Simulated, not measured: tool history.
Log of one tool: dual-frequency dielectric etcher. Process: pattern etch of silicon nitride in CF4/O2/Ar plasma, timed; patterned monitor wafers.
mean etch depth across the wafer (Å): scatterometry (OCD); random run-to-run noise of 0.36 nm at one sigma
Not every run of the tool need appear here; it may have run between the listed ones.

run	hour	source power (kW)	bias power (kW)	Ar flow (sccm)	CF4 flow (sccm)	etch time (s)	mean etch depth across the wafer (Å)
1	0.0	0.490	0.066	94	123	21.5	478.60
2	6.7	0.540	0.066	94	123	21.5	526.73
3	13.5	0.550	0.066	94	123	21.5	535.93
4	18.3	0.550	0.066	80	123	21.5	540.73
5	22.1	0.550	0.062	80	123	21.5	530.99
6	23.1	0.550	0.062	80	104	21.5	523.04
7	26.9	0.570	0.062	80	104	21.5	548.56
8	31.0	0.580	0.062	80	104	21.5	552.75
9	38.2	0.590	0.062	80	104	21.5	564.81
10	46.9	0.600	0.062	80	104	21.5	577.68
11	48.3	0.610	0.062	80	104	21.5	580.65
12	55.3	0.610	0.062	80	104	21.5	585.79

Forecast run 13:
13	64.2	0.620	0.062	80	104	21.5	?

{"run 13": {"mean etch depth across the wafer (Å)": 590.09}}
